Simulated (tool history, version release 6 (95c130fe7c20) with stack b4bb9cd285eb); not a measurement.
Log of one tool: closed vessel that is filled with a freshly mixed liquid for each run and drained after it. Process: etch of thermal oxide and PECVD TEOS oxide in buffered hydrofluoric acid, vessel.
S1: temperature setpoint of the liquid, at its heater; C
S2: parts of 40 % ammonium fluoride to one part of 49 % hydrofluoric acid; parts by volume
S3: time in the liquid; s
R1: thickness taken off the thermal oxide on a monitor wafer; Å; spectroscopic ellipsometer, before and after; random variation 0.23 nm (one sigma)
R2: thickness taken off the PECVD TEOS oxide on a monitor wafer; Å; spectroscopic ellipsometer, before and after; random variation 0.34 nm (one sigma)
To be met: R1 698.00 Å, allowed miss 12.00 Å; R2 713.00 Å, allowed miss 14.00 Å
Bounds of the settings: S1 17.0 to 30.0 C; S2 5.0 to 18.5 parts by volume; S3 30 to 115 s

{"run": 1, "hour": 0.0, "S1": 22.0, "S2": 11.5, "S3": 60, "R1": 467.79, "R2": 476.83}
{"run": 2, "hour": 4.6, "S1": 23.0, "S2": 11.5, "S3": 60, "R1": 489.71, "R2": 501.75}
{"run": 3, "hour": 11.0, "S1": 24.0, "S2": 11.5, "S3": 60, "R1": 517.87, "R2": 534.14}
{"run": 4, "hour": 18.6, "S1": 22.5, "S2": 11.5, "S3": 60, "R1": 476.79, "R2": 491.12}
{"run": 5, "hour": 23.8, "S1": 23.5, "S2": 11.5, "S3": 60, "R1": 508.03, "R2": 520.9}
{"run": 6, "hour": 24.9, "S1": 23.5, "S2": 10.0, "S3": 60, "R1": 580.38, "R2": 586.01}
{"run": 7, "hour": 27.8, "S1": 24.0, "S2": 10.0, "S3": 60, "R1": 595.64, "R2": 601.23}
{"run": 8, "hour": 33.4, "S1": 24.5, "S2": 10.0, "S3": 60, "R1": 611.89, "R2": 620.88}
{"run": 9, "hour": 37.7, "S1": 25.0, "S2": 10.0, "S3": 60, "R1": 630.28, "R2": 638.97}
{"run": 10, "hour": 45.4, "S1": 25.5, "S2": 10.0, "S3": 60, "R1": 650.11, "R2": 660.26}
{"run": 11, "hour": 52.7, "S1": 26.5, "S2": 10.0, "S3": 60, "R1": 682.54, "R2": 695.68}

Which of these 4 next moves meets every target?
{"run": "A", "hour": 60.0, "S1": 24.0, "S2": 12.0, "S3": 80, "R1": "?", "R2": "?"}
{"run": "B", "hour": 60.0, "S1": 27.0, "S2": 10.5, "S3": 60, "R1": "?", "R2": "?"}
{"run": "C", "hour": 60.0, "S1": 27.0, "S2": 8.5, "S3": 50, "R1": "?", "R2": "?"}
{"run": "D", "hour": 60.0, "S1": 27.0, "S2": 11.0, "S3": 65, "R1": "?", "R2": "?"}

move=A R1=669.47 R2=682.90
move=B R1=674.38 R2=687.91
move=C R1=669.98 R2=683.41
move=D R1=698.21 R2=712.22
A: further off than the last run
B: further off than the last run
C: further off than the last run
D: meets every target
Answer: D
